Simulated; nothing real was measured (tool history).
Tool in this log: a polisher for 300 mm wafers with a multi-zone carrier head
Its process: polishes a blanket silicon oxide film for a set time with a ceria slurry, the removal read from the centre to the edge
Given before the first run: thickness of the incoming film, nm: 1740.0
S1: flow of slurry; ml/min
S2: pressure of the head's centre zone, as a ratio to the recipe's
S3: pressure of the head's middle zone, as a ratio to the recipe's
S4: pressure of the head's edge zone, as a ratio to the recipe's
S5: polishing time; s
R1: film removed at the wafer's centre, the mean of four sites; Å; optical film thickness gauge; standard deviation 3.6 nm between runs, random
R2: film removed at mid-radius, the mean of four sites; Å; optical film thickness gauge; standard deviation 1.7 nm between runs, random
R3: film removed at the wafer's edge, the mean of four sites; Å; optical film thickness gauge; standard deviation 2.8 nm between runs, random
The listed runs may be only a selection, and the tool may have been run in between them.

run	hour	S1	S2	S3	S4	S5	R1	R2	R3
1	0	275	1	1	1	54	3337.5	2898.9	2917.4
2	8	275	1	1	1	64	4021.7	3474.9	3410.6
3	13.4	270	0.97	0.97	0.98	61	3570.8	3217.5	3215.9
4	21.3	270	0.97	0.97	0.92	61	3618.5	3224.7	3139.4
5	27.2	270	0.97	0.97	0.87	61	3616.2	3209.8	3026.7
6	33	265	0.95	0.94	0.87	59	3413.4	3018	2914.7
7	41.9	260	0.93	0.91	0.88	58	3357.9	2899.1	2894
8	47.6	220	0.83	0.82	0.95	49	2361.6	2220.2	2472.6
# hour 49.1: centre zone pressure recalibrated
9	49.1	235	0.84	0.83	0.96	49	2229.8	2267.5	2578
10	51.8	230	0.86	0.84	0.96	49	2254.8	2303	2511.1

Expected results for the next run?
11	55	255	0.86	0.83	0.93	49	?	?	?

Run 11 gave R1 2302.5 Å, R2 2288.5 Å, R3 2504.6 Å.

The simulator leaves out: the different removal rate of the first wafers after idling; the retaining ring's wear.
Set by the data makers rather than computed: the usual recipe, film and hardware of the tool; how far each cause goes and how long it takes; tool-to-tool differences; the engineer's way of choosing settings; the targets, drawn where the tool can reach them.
